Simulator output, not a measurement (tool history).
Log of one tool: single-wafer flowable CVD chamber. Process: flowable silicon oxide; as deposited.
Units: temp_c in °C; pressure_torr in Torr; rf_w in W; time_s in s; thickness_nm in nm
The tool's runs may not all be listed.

| run | hour | temp_c | pressure_torr | rf_w | time_s | thickness_nm |
|---|---|---|---|---|---|---|
| 1 | 0 | 90 | 0.952 | 1665 | 932 | 785.52 |
| 2 | 7 | 90 | 1.083 | 1665 | 932 | 897.74 |
| 3 | 9.6 | 90 | 1.083 | 1665 | 960 | 920.7 |
| 4 | 12.6 | 90 | 1.083 | 1665 | 932 | 897.14 |
| 5 | 19.6 | 80 | 1.083 | 1665 | 932 | 1286.3 |
| 6 | 24.2 | 72 | 1.083 | 1665 | 932 | 1658.4 |
| 7 | 30.4 | 71 | 1.083 | 1665 | 932 | 1712.5 |

Forecast run 8:
| 8 | 33 | 69 | 1.083 | 1665 | 932 | ? |

Run 8 gave thickness_nm 1804.9 nm.
